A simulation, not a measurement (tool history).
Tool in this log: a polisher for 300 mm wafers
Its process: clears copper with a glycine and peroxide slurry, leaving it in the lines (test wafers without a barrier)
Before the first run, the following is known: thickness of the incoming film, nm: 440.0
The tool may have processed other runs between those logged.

run,hour,flow of slurry (ml/min),pressure of the wafer on the pad (psi),speed of the pad under the wafer (cm/s),overpolish time after the end point (s),time until the end point was called (s),dishing of a wide line in a test structure (nm)
1,0.0,250,2.3,94,10,87.129,30.457
2,6.3,250,2.3,94,8,87.708,25.537
3,13.5,250,2.6,94,8,80.609,28.351
4,19.0,300,2.6,94,8,78.465,27.985
5,24.8,305,2.5,94,7,81.379,23.635
6,29.0,335,2.5,94,7,79.693,24.804
7,32.8,335,2.5,94,7,79.575,24.591
8,34.8,335,2.4,94,6,83.717,20.333
# hour 40.2: worn pad replaced by a new one
9,40.2,335,2.3,94,5,75.844,18.638

What will run 10 give?
10,45.5,335,2.2,92,5,?,?

time until the end point was called (s): 80.763
dishing of a wide line in a test structure (nm): 18.056
